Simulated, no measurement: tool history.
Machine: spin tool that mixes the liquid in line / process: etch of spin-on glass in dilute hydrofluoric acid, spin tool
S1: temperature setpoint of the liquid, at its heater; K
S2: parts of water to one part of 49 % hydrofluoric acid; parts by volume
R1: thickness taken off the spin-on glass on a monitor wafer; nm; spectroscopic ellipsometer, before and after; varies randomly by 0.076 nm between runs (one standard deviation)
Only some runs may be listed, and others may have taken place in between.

{"run": 1, "hour": 0.0, "S1": 294.15, "S2": 105, "time under the liquid (s)": 55, "R1": 11.432}
{"run": 2, "hour": 6.7, "S1": 295.15, "S2": 105, "time under the liquid (s)": 55, "R1": 11.833}
{"run": 3, "hour": 14.0, "S1": 295.15, "S2": 125, "time under the liquid (s)": 55, "R1": 9.6998}
{"run": 4, "hour": 19.9, "S1": 295.15, "S2": 125, "time under the liquid (s)": 55, "R1": 9.6243}
{"run": 5, "hour": 22.2, "S1": 297.15, "S2": 125, "time under the liquid (s)": 55, "R1": 10.433}
{"run": 6, "hour": 23.4, "S1": 298.65, "S2": 125, "time under the liquid (s)": 55, "R1": 10.999}
{"run": 7, "hour": 30.3, "S1": 299.65, "S2": 125, "time under the liquid (s)": 55, "R1": 11.512}
{"run": 8, "hour": 38.2, "S1": 300.65, "S2": 125, "time under the liquid (s)": 55, "R1": 11.937}

For run 9, what comes out?
{"run": 9, "hour": 42.5, "S1": 301.15, "S2": 125, "time under the liquid (s)": 55, "R1": "?"}

{"run 9": {"R1": 12.168}}
